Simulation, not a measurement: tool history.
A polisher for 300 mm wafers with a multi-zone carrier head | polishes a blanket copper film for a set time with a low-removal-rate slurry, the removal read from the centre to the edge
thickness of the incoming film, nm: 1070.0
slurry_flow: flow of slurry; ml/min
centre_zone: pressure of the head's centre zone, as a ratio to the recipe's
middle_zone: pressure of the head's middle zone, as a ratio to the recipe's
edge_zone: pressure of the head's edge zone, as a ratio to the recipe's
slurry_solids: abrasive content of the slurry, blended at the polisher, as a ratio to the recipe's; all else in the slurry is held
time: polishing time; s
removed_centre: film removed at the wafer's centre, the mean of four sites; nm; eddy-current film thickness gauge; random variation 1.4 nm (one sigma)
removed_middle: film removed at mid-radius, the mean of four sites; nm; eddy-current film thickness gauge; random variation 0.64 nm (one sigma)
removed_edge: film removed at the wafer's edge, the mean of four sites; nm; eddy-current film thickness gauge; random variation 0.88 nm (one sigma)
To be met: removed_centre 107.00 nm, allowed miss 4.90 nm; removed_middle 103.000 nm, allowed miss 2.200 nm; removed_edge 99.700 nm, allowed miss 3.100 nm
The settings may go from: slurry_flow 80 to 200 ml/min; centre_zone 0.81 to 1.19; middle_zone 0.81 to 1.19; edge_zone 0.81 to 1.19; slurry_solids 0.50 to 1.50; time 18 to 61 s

| run | hour | slurry_flow | centre_zone | middle_zone | edge_zone | slurry_solids | time | removed_centre | removed_middle | removed_edge |
|---|---|---|---|---|---|---|---|---|---|---|
| 1 | 0.0 | 130 | 1.00 | 1.00 | 1.00 | 1.00 | 39 | 134.16 | 137.560 | 134.750 |
| 2 | 6.5 | 130 | 1.00 | 1.00 | 1.00 | 1.00 | 45 | 153.49 | 160.550 | 154.590 |
| 3 | 10.1 | 130 | 1.00 | 1.00 | 1.08 | 1.00 | 45 | 154.20 | 159.760 | 157.700 |
| 4 | 14.2 | 130 | 1.01 | 1.00 | 1.05 | 0.90 | 43 | 147.22 | 147.170 | 145.560 |
| 5 | 19.9 | 125 | 1.01 | 1.00 | 1.03 | 0.85 | 42 | 137.38 | 142.190 | 140.040 |
| 6 | 28.2 | 125 | 1.01 | 1.00 | 0.98 | 0.85 | 42 | 140.63 | 142.170 | 139.490 |
| 7 | 36.2 | 125 | 1.02 | 1.01 | 0.97 | 0.80 | 40 | 130.88 | 134.050 | 128.720 |
| 8 | 42.9 | 125 | 1.03 | 1.01 | 0.96 | 0.75 | 39 | 127.02 | 129.620 | 122.850 |
| 9 | 45.8 | 120 | 1.04 | 1.00 | 0.95 | 0.70 | 38 | 122.13 | 121.550 | 114.640 |
| 10 | 49.2 | 115 | 1.04 | 0.99 | 0.94 | 0.65 | 38 | 118.24 | 116.490 | 114.290 |
| 11 | 55.9 | 110 | 1.05 | 0.99 | 0.93 | 0.65 | 38 | 120.68 | 116.710 | 114.420 |
| 12 | 62.8 | 110 | 1.05 | 0.99 | 0.92 | 0.65 | 37 | 119.69 | 112.290 | 109.050 |
| 13 | 67.4 | 105 | 1.04 | 0.99 | 0.91 | 0.65 | 37 | 113.88 | 112.400 | 109.450 |
| 14 | 71.0 | 105 | 1.04 | 0.99 | 0.90 | 0.65 | 37 | 115.97 | 112.500 | 108.470 |
| 15 | 73.4 | 105 | 1.04 | 0.99 | 0.89 | 0.65 | 37 | 114.32 | 112.380 | 107.150 |
| 16 | 78.9 | 100 | 1.04 | 0.98 | 0.88 | 0.65 | 37 | 114.00 | 110.370 | 106.420 |
| 17 | 79.9 | 85 | 1.02 | 0.95 | 0.82 | 0.55 | 37 | 102.20 | 100.510 | 96.825 |

4 next moves are on the table. One of them brings every result within its allowed miss. Which?
| A | 80.9 | 95 | 1.13 | 0.95 | 0.81 | 0.50 | 38 | ? | ? | ? |
| B | 80.9 | 85 | 1.03 | 0.96 | 0.81 | 0.65 | 36 | ? | ? | ? |
| C | 80.9 | 85 | 1.12 | 0.92 | 0.89 | 0.55 | 37 | ? | ? | ? |
| D | 80.9 | 110 | 1.10 | 1.11 | 0.81 | 0.50 | 34 | ? | ? | ? |

| move | removed_centre | removed_middle | removed_edge |
|---|---|---|---|
| A | 117.75 | 101.830 | 101.010 |
| B | 105.23 | 101.190 | 100.160 |
| C | 113.17 | 96.499 | 101.990 |
| D | 106.02 | 106.930 | 91.935 |
A: brings the result that was furthest off to its target, and leaves another outside
B: meets every target
C: further off than the last run
D: takes the result that was furthest off past its target
Answer: B

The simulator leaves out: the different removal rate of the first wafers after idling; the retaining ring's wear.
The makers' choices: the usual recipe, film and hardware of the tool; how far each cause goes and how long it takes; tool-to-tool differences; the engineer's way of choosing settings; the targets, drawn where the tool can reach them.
